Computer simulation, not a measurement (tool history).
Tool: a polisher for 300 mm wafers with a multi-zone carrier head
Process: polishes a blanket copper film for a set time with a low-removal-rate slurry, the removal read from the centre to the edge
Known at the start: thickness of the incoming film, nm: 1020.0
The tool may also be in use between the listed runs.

run	hour	flow of slurry (ml/min)	pressure of the head's centre zone	pressure of the head's middle zone	pressure of the head's edge zone	abrasive content of the slurry	polishing time (s)	film removed at the wafer's centre (angstrom)	film removed at mid-radius (angstrom)	film removed at the wafer's edge (angstrom)
1	0	290	1	1	1	1	48	1840.3	1843.7	1853.5
2	7.6	230	1	1	1	1	48	1753.5	1796.7	1837.7
3	11.3	245	0.98	0.99	0.97	0.9	47	1694	1723.7	1719.7
4	16.6	240	0.95	0.97	0.95	0.8	47	1582.9	1661.4	1697
5	18.6	245	0.94	0.97	0.93	0.75	46	1525.8	1618.5	1662.5
6	22.3	245	0.94	0.98	0.91	0.7	45	1484.7	1585.3	1573.6
7	22.9	240	0.94	0.98	0.89	0.65	45	1471.9	1572	1517.1

Run 8 comes next. What will it give?
8	29	235	0.93	0.97	0.88	0.6	45	?	?	?

Run 8 gave film removed at the wafer's centre (angstrom) 1438.7, film removed at mid-radius (angstrom) 1512.9, film removed at the wafer's edge (angstrom) 1473.3.
